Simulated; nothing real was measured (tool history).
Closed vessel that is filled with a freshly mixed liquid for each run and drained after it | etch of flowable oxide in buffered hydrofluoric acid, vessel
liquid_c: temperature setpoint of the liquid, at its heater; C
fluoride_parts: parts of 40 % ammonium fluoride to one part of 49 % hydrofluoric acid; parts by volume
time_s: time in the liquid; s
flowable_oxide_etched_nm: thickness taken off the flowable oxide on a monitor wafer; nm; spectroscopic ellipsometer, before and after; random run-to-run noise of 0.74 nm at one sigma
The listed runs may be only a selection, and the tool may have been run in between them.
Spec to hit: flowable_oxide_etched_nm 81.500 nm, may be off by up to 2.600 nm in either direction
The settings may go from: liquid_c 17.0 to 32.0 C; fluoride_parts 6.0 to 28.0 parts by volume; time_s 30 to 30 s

{"run": 1, "hour": 0.0, "liquid_c": 24.0, "fluoride_parts": 17.0, "time_s": 30, "flowable_oxide_etched_nm": 45.137}
{"run": 2, "hour": 3.8, "liquid_c": 22.5, "fluoride_parts": 17.0, "time_s": 30, "flowable_oxide_etched_nm": 41.397}
{"run": 3, "hour": 8.3, "liquid_c": 22.5, "fluoride_parts": 17.0, "time_s": 30, "flowable_oxide_etched_nm": 40.944}
{"run": 4, "hour": 14.8, "liquid_c": 25.0, "fluoride_parts": 16.5, "time_s": 30, "flowable_oxide_etched_nm": 48.963}
{"run": 5, "hour": 23.4, "liquid_c": 25.0, "fluoride_parts": 11.5, "time_s": 30, "flowable_oxide_etched_nm": 68.973}
{"run": 6, "hour": 24.3, "liquid_c": 25.0, "fluoride_parts": 8.0, "time_s": 30, "flowable_oxide_etched_nm": 96.537}
{"run": 7, "hour": 32.5, "liquid_c": 24.0, "fluoride_parts": 8.0, "time_s": 30, "flowable_oxide_etched_nm": 92.219}
{"run": 8, "hour": 38.6, "liquid_c": 23.5, "fluoride_parts": 8.0, "time_s": 30, "flowable_oxide_etched_nm": 89.74}
{"run": 9, "hour": 42.6, "liquid_c": 23.0, "fluoride_parts": 8.0, "time_s": 30, "flowable_oxide_etched_nm": 86.638}
{"run": 10, "hour": 50.3, "liquid_c": 22.5, "fluoride_parts": 8.0, "time_s": 30, "flowable_oxide_etched_nm": 85.163}

Below are 4 possible settings for the next run. Only one of them brings all results inside the allowed miss of their targets. Which is it?
{"run": "A", "hour": 58.0, "liquid_c": 22.0, "fluoride_parts": 8.0, "time_s": 30, "flowable_oxide_etched_nm": "?"}
{"run": "B", "hour": 58.0, "liquid_c": 21.0, "fluoride_parts": 7.0, "time_s": 30, "flowable_oxide_etched_nm": "?"}
{"run": "C", "hour": 58.0, "liquid_c": 21.5, "fluoride_parts": 7.0, "time_s": 30, "flowable_oxide_etched_nm": "?"}
{"run": "D", "hour": 58.0, "liquid_c": 22.0, "fluoride_parts": 7.5, "time_s": 30, "flowable_oxide_etched_nm": "?"}

move=A flowable_oxide_etched_nm=81.798
move=B flowable_oxide_etched_nm=89.330
move=C flowable_oxide_etched_nm=91.883
move=D flowable_oxide_etched_nm=87.716
A: in spec on every target
B: its largest miss is bigger than the last run's
C: its largest miss is bigger than the last run's
D: its largest miss is bigger than the last run's
Correct choice: A, which meets every target

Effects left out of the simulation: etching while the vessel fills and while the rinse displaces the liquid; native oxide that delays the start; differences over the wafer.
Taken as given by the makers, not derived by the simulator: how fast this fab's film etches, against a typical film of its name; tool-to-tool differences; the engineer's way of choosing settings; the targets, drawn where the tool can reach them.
